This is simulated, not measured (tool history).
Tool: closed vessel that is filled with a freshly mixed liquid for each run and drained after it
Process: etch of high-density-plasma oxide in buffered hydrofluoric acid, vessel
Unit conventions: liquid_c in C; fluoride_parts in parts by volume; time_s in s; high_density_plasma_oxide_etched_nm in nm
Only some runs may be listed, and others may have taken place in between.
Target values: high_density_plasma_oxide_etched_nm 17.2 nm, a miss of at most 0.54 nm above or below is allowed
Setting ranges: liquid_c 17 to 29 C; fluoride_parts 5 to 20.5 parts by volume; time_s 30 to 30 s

run  hour  liquid_c  fluoride_parts  time_s  high_density_plasma_oxide_etched_nm
  1     0        21            12.5      30                               33.183
  2   7.2      20.5              13      30                               31.036
  3  14.2      20.5            16.5      30                               24.582
  4  15.6      20.5            16.5      30                               24.732
  5  16.6      20.5            16.5      30                               24.463
     19.9  -- hydrofluoric acid flow meter replaced
  6  19.9      20.5              13      30                               29.653
  7  21.7        17              17      30                                18.63
  8  30.3        17            17.5      30                               18.035

Below are 4 possible settings for the next run. Only one of them brings all results inside the allowed miss of their targets. Which is it?
  A  38.9        17              17      30                                    ?
  B  38.9      17.5            20.5      30                                    ?
  C  38.9        17            18.5      30                                    ?
  D  38.9        17            20.5      30                                    ?

move  high_density_plasma_oxide_etched_nm
   A                               18.501
   B                               15.938
   C                               17.018
   D                               15.489
A: lands further from the targets than the last run did
B: carries the result that was furthest off beyond its target, to the other side
C: in spec on every target
D: carries the result that was furthest off beyond its target, to the other side
The right move is C.
